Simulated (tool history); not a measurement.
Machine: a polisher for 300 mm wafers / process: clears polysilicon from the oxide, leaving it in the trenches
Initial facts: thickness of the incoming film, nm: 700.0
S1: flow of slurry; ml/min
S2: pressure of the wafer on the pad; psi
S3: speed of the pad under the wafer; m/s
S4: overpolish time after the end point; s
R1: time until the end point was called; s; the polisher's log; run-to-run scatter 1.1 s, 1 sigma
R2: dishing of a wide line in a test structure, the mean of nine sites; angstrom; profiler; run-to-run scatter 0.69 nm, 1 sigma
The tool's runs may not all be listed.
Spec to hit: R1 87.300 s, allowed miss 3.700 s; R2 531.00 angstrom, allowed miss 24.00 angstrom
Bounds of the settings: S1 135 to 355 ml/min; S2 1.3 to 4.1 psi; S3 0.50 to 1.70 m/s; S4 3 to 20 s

run  hour   S1   S2    S3  S4      R1      R2
  1   0.0  225  2.7  1.10  10  42.554  594.56
  2   5.8  225  2.3  1.10  10  49.480  563.82
  3  14.8  225  2.0  1.04  11  59.616  557.63
  4  22.5  225  2.0  1.28  11  49.410  581.76
  5  24.2  220  1.8  1.20  11  57.356  559.81
  6  27.9  220  1.8  1.20  13  57.716  586.32
  7  28.9  215  1.7  1.14  13  63.834  570.54
  8  29.5  210  1.6  1.10  13  71.964  560.25
     31.5  -- slurry nozzle cleaned
  9  31.5  200  1.5  1.10  13  75.097  547.53
 10  35.5  190  1.4  1.10  13  78.255  530.85
 11  36.8  185  1.4  1.10  13  79.511  541.02
 12  37.4  180  1.4  1.10  13  81.374  532.42

Next run, 4 choices. One meets every target within its allowed miss, the rest don't. Which?
  A  38.0  215  1.4  1.06  13   ?   ?
  B  38.0  205  1.5  1.04  14   ?   ?
  C  38.0  225  1.3  0.94  12   ?   ?
  D  38.0  145  1.4  1.04  14   ?   ?

move      R1      R2
   A  80.586  542.54
   B  77.420  564.52
   C  96.470  485.90
   D  87.907  539.94
A: moves away from the targets compared with the last run
B: moves away from the targets compared with the last run
C: carries the result that was furthest off beyond its target, to the other side
D: all results land within tolerance of their targets
D is the move that brings every result within its allowed miss.

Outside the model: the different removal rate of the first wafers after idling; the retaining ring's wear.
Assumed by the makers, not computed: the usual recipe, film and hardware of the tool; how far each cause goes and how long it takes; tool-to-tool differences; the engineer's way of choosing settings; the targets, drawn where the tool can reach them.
